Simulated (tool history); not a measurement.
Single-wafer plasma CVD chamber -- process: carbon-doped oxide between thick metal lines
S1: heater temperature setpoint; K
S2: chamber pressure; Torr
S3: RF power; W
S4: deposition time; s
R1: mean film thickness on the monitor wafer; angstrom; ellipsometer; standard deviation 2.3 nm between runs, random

run  hour      S1    S2   S3   S4       R1
  1   0.0  598.15  4.70  430  231  10519.0
  2   7.4  600.15  4.54  425  231  10278.0
  3  10.5  602.15  4.42  425  231  10148.0
  4  18.2  604.15  4.33  425  231   9969.6
  5  22.0  605.15  4.28  425  231   9952.9
  6  28.3  605.15  4.28  425  238  10240.0
  7  35.5  607.15  4.20  425  238  10146.0

Run 8 has not been measured yet. What should we expect?
  8  41.8  607.15  4.20  425  238   ?

R1: 10132.0 angstrom
